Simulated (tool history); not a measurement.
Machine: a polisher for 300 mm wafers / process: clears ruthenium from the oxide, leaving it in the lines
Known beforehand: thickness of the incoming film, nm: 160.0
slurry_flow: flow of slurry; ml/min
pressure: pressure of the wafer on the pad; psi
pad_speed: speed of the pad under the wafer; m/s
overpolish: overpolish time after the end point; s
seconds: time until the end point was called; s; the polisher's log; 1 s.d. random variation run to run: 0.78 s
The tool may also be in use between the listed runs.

run	hour	slurry_flow	pressure	pad_speed	overpolish	seconds
1	0.0	225	2.5	1.28	7	101.380
2	1.1	225	2.5	1.28	6	101.910
3	7.8	175	2.5	1.28	6	104.640
4	10.9	175	2.5	1.28	7	105.840
5	16.9	175	2.5	1.12	7	117.130
6	20.2	175	2.5	1.32	7	101.840
7	22.3	180	2.7	1.32	7	94.614
8	26.3	185	2.9	1.32	7	87.810

Predict the results of run 9:
9	30.7	190	3.1	1.32	7	?

Run 9 came out at seconds 83.513 s.
